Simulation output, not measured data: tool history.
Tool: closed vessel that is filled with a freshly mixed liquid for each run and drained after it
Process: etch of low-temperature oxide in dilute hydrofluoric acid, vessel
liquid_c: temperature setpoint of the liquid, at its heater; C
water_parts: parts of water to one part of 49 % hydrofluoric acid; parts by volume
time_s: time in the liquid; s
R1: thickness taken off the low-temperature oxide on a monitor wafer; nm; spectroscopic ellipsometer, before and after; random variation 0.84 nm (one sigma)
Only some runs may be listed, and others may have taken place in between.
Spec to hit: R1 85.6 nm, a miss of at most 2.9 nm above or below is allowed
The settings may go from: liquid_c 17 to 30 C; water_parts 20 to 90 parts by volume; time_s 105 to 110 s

Run 1, hour 0: liquid_c 22 C, water_parts 50 parts by volume, time_s 105 s. Result: R1 49.37 nm.
Run 2, hour 6: liquid_c 19.5 C, water_parts 50 parts by volume, time_s 105 s. Result: R1 45.186 nm.
Run 3, hour 7.1: liquid_c 21 C, water_parts 50 parts by volume, time_s 105 s. Result: R1 47.688 nm.
Run 4, hour 10.9: liquid_c 23.5 C, water_parts 45 parts by volume, time_s 105 s. Result: R1 59.268 nm.
Run 5, hour 17.1: liquid_c 21 C, water_parts 45 parts by volume, time_s 105 s. Result: R1 53.233 nm.
Run 6, hour 25.6: liquid_c 23.5 C, water_parts 45 parts by volume, time_s 105 s. Result: R1 57.857 nm.
Run 7, hour 27.9: liquid_c 25 C, water_parts 40 parts by volume, time_s 105 s. Result: R1 70.139 nm.
Run 8, hour 32.3: liquid_c 26.5 C, water_parts 40 parts by volume, time_s 105 s. Result: R1 74.589 nm.
Run 9, hour 39: liquid_c 27.5 C, water_parts 40 parts by volume, time_s 105 s. Result: R1 78.134 nm.
Run 10, hour 47.3: liquid_c 28 C, water_parts 40 parts by volume, time_s 105 s. Result: R1 81.505 nm.
Run 11, hour 48.6: liquid_c 28.5 C, water_parts 40 parts by volume, time_s 105 s. Result: R1 81.044 nm.

Exercise: of the 4 proposed moves below, exactly one satisfies all targets within the stated allowed misses. Which move is it?
Run A, hour 49.9: liquid_c 26.5 C, water_parts 35 parts by volume, time_s 105 s. Result: R1 ?.
Run B, hour 49.9: liquid_c 27.5 C, water_parts 35 parts by volume, time_s 110 s. Result: R1 ?.
Run C, hour 49.9: liquid_c 30 C, water_parts 45 parts by volume, time_s 105 s. Result: R1 ?.
Run D, hour 49.9: liquid_c 28 C, water_parts 35 parts by volume, time_s 105 s. Result: R1 ?.

move      R1
   A  85.694
   B  93.506
   C  75.573
   D  91.082
A: all results land within tolerance of their targets
B: pushes the last run's worst result past its target
C: the biggest miss grows against the last run
D: pushes the last run's worst result past its target
A is the move that brings every result within its allowed miss.
